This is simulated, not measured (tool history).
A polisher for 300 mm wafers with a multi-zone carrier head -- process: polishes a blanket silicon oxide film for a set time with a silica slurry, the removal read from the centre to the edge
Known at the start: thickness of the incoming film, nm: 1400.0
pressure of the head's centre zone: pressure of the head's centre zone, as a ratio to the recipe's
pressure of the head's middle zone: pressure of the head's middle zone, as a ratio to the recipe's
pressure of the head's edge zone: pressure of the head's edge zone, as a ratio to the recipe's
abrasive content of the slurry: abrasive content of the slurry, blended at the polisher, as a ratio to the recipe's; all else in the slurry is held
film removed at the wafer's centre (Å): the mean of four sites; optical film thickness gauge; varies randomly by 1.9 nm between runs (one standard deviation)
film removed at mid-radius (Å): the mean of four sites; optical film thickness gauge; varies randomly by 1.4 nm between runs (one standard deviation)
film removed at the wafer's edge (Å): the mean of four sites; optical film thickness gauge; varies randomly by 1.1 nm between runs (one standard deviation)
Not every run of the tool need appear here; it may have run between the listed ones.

run	day	flow of slurry (ml/min)	pressure of the head's centre zone	pressure of the head's middle zone	pressure of the head's edge zone	abrasive content of the slurry	polishing time (s)	film removed at the wafer's centre (Å)	film removed at mid-radius (Å)	film removed at the wafer's edge (Å)
1	0	200	1	1	1	1	34	1971.5	1916.3	1955.8
2	0.312	200	1	1	1.03	1	34	1971.2	1912.3	1998.7
3	0.483	200	1	1	1.03	1	31	1840.2	1762.8	1794.9
4	0.633	200	1	1	1.1	1	31	1785.8	1742.8	1877.1
5	0.929	200	1	1	1.1	0.85	31	1604.3	1553.1	1644.3
6	1.171	200	1	1	1.1	0.85	35	1790.9	1769.8	1845.2

For run 7, what comes out?
7	1.467	190	0.99	1.01	1.06	0.8	35	?	?	?

{"run 7": {"film removed at the wafer's centre (Å)": 1672.1, "film removed at mid-radius (Å)": 1665.9, "film removed at the wafer's edge (Å)": 1736.4}}
